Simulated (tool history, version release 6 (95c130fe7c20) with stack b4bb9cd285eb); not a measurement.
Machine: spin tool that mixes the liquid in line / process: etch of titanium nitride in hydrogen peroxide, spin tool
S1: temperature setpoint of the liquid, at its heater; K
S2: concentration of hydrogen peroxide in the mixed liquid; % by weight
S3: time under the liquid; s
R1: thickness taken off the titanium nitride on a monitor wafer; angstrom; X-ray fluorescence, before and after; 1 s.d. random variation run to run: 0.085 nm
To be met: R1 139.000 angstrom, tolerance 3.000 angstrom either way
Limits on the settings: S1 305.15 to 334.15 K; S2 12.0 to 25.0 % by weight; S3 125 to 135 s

run	hour	S1	S2	S3	R1
1	0.0	318.15	17.0	125	65.952
2	4.5	320.65	17.0	125	80.452
3	10.0	320.65	15.0	125	77.026
4	11.7	320.65	18.0	125	80.345
5	12.4	320.65	19.5	125	82.076
6	20.1	322.65	19.5	125	94.153
7	27.8	324.15	19.5	125	105.730
8	32.8	325.15	19.5	125	113.160
9	40.4	326.15	19.5	125	122.910
10	46.1	326.65	19.5	125	126.720
11	47.4	327.15	19.5	125	131.890

Which of these 4 next moves meets every target?
A	48.7	327.65	19.5	135	?
B	48.7	327.65	21.5	125	?
C	48.7	328.15	17.0	135	?
D	48.7	327.15	21.5	125	?

move	R1
A	144.410
B	136.550
C	145.260
D	131.830
A: carries the result that was furthest off beyond its target, to the other side
B: in spec on every target
C: carries the result that was furthest off beyond its target, to the other side
D: about as far from the targets as the last run
Go with B: it meets all targets.
